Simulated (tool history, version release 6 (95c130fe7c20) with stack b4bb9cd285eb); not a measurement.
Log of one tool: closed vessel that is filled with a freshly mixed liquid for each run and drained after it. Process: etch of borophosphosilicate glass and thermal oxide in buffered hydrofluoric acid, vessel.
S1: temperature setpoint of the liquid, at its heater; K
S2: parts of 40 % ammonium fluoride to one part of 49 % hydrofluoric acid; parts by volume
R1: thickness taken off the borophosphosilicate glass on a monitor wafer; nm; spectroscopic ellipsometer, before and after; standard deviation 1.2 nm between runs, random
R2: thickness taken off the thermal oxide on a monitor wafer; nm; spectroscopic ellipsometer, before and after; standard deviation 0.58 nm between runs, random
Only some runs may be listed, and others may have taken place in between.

run 1 hour=0.0 | S1=295.15 S2=16.0 time_in_the_liquid_(s)=60 | R1=73.261 R2=37.803
run 2 hour=1.4 | S1=296.15 S2=15.0 time_in_the_liquid_(s)=60 | R1=83.421 R2=42.143
run 3 hour=9.8 | S1=296.15 S2=15.0 time_in_the_liquid_(s)=40 | R1=55.445 R2=28.372
run 4 hour=13.5 | S1=296.15 S2=12.0 time_in_the_liquid_(s)=40 | R1=69.106 R2=35.324
run 5 hour=22.5 | S1=297.15 S2=11.0 time_in_the_liquid_(s)=40 | R1=79.200 R2=40.480
run 6 hour=29.6 | S1=298.15 S2=10.5 time_in_the_liquid_(s)=40 | R1=88.581 R2=45.275
run 7 hour=33.7 | S1=298.65 S2=10.0 time_in_the_liquid_(s)=40 | R1=95.439 R2=48.965
run 8 hour=38.1 | S1=302.65 S2=5.5 time_in_the_liquid_(s)=40 | R1=206.660 R2=103.080
run 9 hour=41.5 | S1=302.15 S2=5.5 time_in_the_liquid_(s)=40 | R1=197.350 R2=101.720
run 10 hour=49.6 | S1=301.65 S2=5.5 time_in_the_liquid_(s)=40 | R1=191.090 R2=98.960
-- hour=55.4 hydrofluoric acid flow meter replaced
run 11 hour=55.4 | S1=300.65 S2=6.0 time_in_the_liquid_(s)=40 | R1=182.930 R2=92.944
run 12 hour=61.6 | S1=300.15 S2=6.0 time_in_the_liquid_(s)=40 | R1=177.120 R2=89.472

Run 13 has not been measured yet. What should we expect?
run 13 hour=64.3 | S1=299.65 S2=6.0 time_in_the_liquid_(s)=40 | R1=? R2=?

{"run 13": {"R1": 173.97, "R2": 87.949}}

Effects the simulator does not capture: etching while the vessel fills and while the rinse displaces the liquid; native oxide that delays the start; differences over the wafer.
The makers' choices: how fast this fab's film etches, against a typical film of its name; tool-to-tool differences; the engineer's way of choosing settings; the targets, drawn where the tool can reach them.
